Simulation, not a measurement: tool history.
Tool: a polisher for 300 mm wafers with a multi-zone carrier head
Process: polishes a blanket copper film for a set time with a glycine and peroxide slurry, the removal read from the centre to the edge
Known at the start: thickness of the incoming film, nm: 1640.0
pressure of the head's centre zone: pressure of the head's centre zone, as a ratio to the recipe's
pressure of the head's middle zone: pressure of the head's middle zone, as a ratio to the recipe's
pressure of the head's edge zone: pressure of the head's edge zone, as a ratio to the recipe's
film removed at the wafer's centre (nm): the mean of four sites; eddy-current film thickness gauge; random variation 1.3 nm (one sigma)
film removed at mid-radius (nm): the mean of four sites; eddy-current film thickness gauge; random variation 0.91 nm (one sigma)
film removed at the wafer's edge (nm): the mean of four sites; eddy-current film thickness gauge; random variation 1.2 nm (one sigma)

run,hour,flow of slurry (ml/min),pressure of the head's centre zone,pressure of the head's middle zone,pressure of the head's edge zone,polishing time (s),film removed at the wafer's centre (nm),film removed at mid-radius (nm),film removed at the wafer's edge (nm)
1,0,175,1,1,1,31,147.3,151.6,150.21
2,3.7,175,1.05,1,1,31,156.07,150.64,151.85
3,7.1,175,1.09,1,1,31,161.82,151.95,153.01
4,13.7,165,1.02,1.01,0.98,31,149.35,152.03,148.65
5,20.8,155,0.97,1.01,0.96,31,138.43,149.07,146.2
6,22.8,155,1.03,1.01,0.96,31,146.89,150.88,146.64
7,30.6,145,0.99,1.01,0.93,31,144.05,146.33,143.73
8,34,140,0.95,1.02,0.92,31,132.5,146.87,140.39

The next listed run, before its measurement:
9,39.9,135,0.93,1.02,0.9,31,?,?,?

{"run 9": {"film removed at the wafer's centre (nm)": 126.49, "film removed at mid-radius (nm)": 144.22, "film removed at the wafer's edge (nm)": 137.4}}
